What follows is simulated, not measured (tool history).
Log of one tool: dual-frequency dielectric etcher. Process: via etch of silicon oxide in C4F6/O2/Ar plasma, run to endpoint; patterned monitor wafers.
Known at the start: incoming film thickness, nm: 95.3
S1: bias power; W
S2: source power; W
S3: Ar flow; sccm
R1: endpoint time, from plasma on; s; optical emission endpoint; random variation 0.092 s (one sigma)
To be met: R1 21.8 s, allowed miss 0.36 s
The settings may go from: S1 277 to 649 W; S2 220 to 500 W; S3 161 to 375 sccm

run,day,S1,S2,S3,R1
1,0,463,360,268,23.583
2,0.342,476,360,268,23.521
3,0.533,476,410,268,22.281
4,0.675,476,410,287,22.498
5,0.975,476,380,287,23.389
6,1.279,393,380,287,24.711
7,1.567,416,380,287,24.289
8,1.738,436,380,287,23.822
9,1.85,453,380,287,23.688
10,1.983,469,380,287,23.391
11,2.071,482,380,287,23.161
12,2.354,493,380,287,22.972
13,2.608,493,380,287,22.856
14,2.662,501,380,287,22.818
15,2.729,509,380,287,22.76
16,3.096,517,380,287,22.651

Which of these 5 next moves meets every target?
A,3.462,510,350,295,?
B,3.462,550,380,338,?
C,3.462,591,360,346,?
D,3.462,533,390,258,?
E,3.462,507,320,279,?

move,R1
A,23.462
B,22.602
C,22.554
D,21.764
E,24.106
A: further off than the last run
B: nearer than the last run, and not there yet
C: nearer than the last run, and not there yet
D: meets every target
E: further off than the last run
Answer: D

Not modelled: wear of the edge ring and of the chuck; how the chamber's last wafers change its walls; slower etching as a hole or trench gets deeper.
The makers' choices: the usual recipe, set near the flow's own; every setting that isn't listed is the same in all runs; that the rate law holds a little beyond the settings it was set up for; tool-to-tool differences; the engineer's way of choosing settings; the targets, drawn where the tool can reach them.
